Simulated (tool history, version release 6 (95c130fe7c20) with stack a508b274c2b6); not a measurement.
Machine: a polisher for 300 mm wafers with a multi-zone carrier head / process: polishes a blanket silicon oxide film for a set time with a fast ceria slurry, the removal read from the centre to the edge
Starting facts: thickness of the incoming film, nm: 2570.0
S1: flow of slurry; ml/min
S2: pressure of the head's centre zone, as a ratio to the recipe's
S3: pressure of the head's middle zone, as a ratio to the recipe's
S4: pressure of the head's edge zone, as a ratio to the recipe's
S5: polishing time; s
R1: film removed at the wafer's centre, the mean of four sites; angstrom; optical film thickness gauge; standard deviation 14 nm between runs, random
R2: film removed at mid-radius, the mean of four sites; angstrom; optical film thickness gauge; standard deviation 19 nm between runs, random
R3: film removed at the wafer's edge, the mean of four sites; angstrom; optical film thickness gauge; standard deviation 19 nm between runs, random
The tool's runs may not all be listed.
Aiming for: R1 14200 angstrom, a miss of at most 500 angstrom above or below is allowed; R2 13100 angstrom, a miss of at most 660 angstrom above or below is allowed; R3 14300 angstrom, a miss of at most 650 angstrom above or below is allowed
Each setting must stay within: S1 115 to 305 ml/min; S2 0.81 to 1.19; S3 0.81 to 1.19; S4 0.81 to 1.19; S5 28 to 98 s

Run 1, hour 0: S1 195 ml/min, S2 1, S3 1, S4 1, S5 63 s. Result: R1 10708 angstrom, R2 10571 angstrom, R3 10623 angstrom.
Run 2, hour 4.6: S1 200 ml/min, S2 1.01, S3 1, S4 1.02, S5 65 s. Result: R1 11311 angstrom, R2 11210 angstrom, R3 11186 angstrom.
Run 3, hour 6.2: S1 205 ml/min, S2 1.02, S3 0.99, S4 1.04, S5 66 s. Result: R1 11565 angstrom, R2 11482 angstrom, R3 11481 angstrom.
Run 4, hour 14: S1 205 ml/min, S2 1.09, S3 0.99, S4 1.04, S5 66 s. Result: R1 12278 angstrom, R2 10957 angstrom, R3 11538 angstrom.
Run 5, hour 20.9: S1 205 ml/min, S2 1.09, S3 0.99, S4 1.04, S5 74 s. Result: R1 13891 angstrom, R2 12239 angstrom, R3 12848 angstrom.
Run 6, hour 29.4: S1 210 ml/min, S2 1.09, S3 0.99, S4 1.06, S5 74 s. Result: R1 14144 angstrom, R2 12650 angstrom, R3 13306 angstrom.
Run 7, hour 37.1: S1 225 ml/min, S2 1.06, S3 0.97, S4 1.14, S5 74 s. Result: R1 13690 angstrom, R2 12694 angstrom, R3 13548 angstrom.
Run 8, hour 44.9: S1 225 ml/min, S2 1.06, S3 0.97, S4 1.15, S5 74 s. Result: R1 13621 angstrom, R2 12211 angstrom, R3 13778 angstrom.
Run 9, hour 48: S1 230 ml/min, S2 1.06, S3 0.98, S4 1.15, S5 74 s. Result: R1 13436 angstrom, R2 12520 angstrom, R3 13817 angstrom.

Exactly one of the 4 candidate moves below puts every result within its allowed miss. Which one?
Run A, hour 51.1: S1 170 ml/min, S2 0.99, S3 0.99, S4 0.97, S5 79 s. Result: R1 ?, R2 ?, R3 ?.
Run B, hour 51.1: S1 240 ml/min, S2 1.05, S3 0.98, S4 1.12, S5 78 s. Result: R1 ?, R2 ?, R3 ?.
Run C, hour 51.1: S1 285 ml/min, S2 1.14, S3 0.94, S4 0.99, S5 73 s. Result: R1 ?, R2 ?, R3 ?.
Run D, hour 51.1: S1 210 ml/min, S2 1.08, S3 1.08, S4 0.92, S5 74 s. Result: R1 ?, R2 ?, R3 ?.

move     R1     R2     R3
   A  13159  12617  13155
   B  14324  12777  14266
   C  14810  11724  12742
   D  13792  12996  12210
A: misses by more than the last run did
B: in spec on every target
C: moves the result that the last run missed by most past its target, out the other side
D: the furthest-off result lands on target, but another misses its tolerance
The move that meets every target is B.
